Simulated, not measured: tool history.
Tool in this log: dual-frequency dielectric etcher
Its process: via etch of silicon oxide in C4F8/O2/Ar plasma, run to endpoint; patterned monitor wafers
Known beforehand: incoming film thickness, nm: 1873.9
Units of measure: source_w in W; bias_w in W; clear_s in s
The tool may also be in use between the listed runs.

Run 1, hour 0: source_w 1980 W, bias_w 2261 W. Result: clear_s 353.1 s.
Run 2, hour 4.2: source_w 1980 W, bias_w 2633 W. Result: clear_s 335.79 s.
Run 3, hour 12.7: source_w 2100 W, bias_w 2682 W. Result: clear_s 326.86 s.
Run 4, hour 20.8: source_w 2200 W, bias_w 2725 W. Result: clear_s 316.33 s.
Run 5, hour 24.2: source_w 2200 W, bias_w 2492 W. Result: clear_s 328.64 s.
Run 6, hour 31.2: source_w 1890 W, bias_w 2492 W. Result: clear_s 346.57 s.

Predict the results of run 7:
Run 7, hour 39.9: source_w 2060 W, bias_w 2571 W. Result: clear_s ?.

{"run 7": {"clear_s": 334.56}}
